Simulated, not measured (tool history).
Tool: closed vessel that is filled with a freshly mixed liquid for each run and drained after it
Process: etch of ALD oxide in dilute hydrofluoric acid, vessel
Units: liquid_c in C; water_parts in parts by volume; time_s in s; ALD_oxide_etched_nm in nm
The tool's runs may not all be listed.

Run 1, hour 0: liquid_c 25 C, water_parts 55 parts by volume, time_s 255 s. Result: ALD_oxide_etched_nm 63.298 nm.
Run 2, hour 9.3: liquid_c 24.5 C, water_parts 55 parts by volume, time_s 255 s. Result: ALD_oxide_etched_nm 61.626 nm.
Run 3, hour 12.1: liquid_c 24.5 C, water_parts 75 parts by volume, time_s 255 s. Result: ALD_oxide_etched_nm 44.099 nm.
Run 4, hour 18.1: liquid_c 24.5 C, water_parts 95 parts by volume, time_s 255 s. Result: ALD_oxide_etched_nm 33.902 nm.
Run 5, hour 19.1: liquid_c 24.5 C, water_parts 95 parts by volume, time_s 255 s. Result: ALD_oxide_etched_nm 33.985 nm.
Run 6, hour 23.8: liquid_c 25.5 C, water_parts 95 parts by volume, time_s 255 s. Result: ALD_oxide_etched_nm 35.193 nm.
Run 7, hour 29.6: liquid_c 26.5 C, water_parts 95 parts by volume, time_s 255 s. Result: ALD_oxide_etched_nm 37.043 nm.
Run 8, hour 32.6: liquid_c 27.5 C, water_parts 95 parts by volume, time_s 255 s. Result: ALD_oxide_etched_nm 37.944 nm.

Forecast run 9:
Run 9, hour 37.8: liquid_c 31.5 C, water_parts 85 parts by volume, time_s 255 s. Result: ALD_oxide_etched_nm ?.

ALD_oxide_etched_nm: 50.064 nm
